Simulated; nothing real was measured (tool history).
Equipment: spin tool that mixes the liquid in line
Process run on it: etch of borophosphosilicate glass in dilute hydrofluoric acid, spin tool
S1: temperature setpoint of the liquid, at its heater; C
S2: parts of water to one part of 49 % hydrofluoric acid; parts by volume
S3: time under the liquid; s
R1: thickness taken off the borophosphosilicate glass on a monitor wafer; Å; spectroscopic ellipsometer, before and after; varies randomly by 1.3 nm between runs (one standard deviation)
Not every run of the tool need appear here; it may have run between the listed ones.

{"run": 1, "hour": 0.0, "S1": 26, "S2": 270, "S3": 295, "R1": 648.23}
{"run": 2, "hour": 3.9, "S1": 26, "S2": 270, "S3": 295, "R1": 643.1}
{"run": 3, "hour": 6.6, "S1": 26, "S2": 195, "S3": 295, "R1": 962.14}
{"run": 4, "hour": 10.9, "S1": 28.5, "S2": 195, "S3": 295, "R1": 1068.4}
{"run": 5, "hour": 14.5, "S1": 28.5, "S2": 195, "S3": 315, "R1": 1128.5}
{"run": 6, "hour": 19.5, "S1": 25, "S2": 195, "S3": 315, "R1": 1011.5}
{"run": 7, "hour": 24.0, "S1": 26.5, "S2": 190, "S3": 315, "R1": 1104.9}
{"run": 8, "hour": 32.7, "S1": 28, "S2": 185, "S3": 315, "R1": 1203.2}
{"run": 9, "hour": 37.5, "S1": 29, "S2": 185, "S3": 315, "R1": 1227}
{"run": 10, "hour": 43.6, "S1": 30, "S2": 180, "S3": 315, "R1": 1321.6}
{"run": 11, "hour": 50.5, "S1": 31, "S2": 180, "S3": 315, "R1": 1379.3}

Run 12 is up next; what results do you expect?
{"run": 12, "hour": 58.5, "S1": 31.5, "S2": 180, "S3": 315, "R1": "?"}

R1: 1399.6 Å
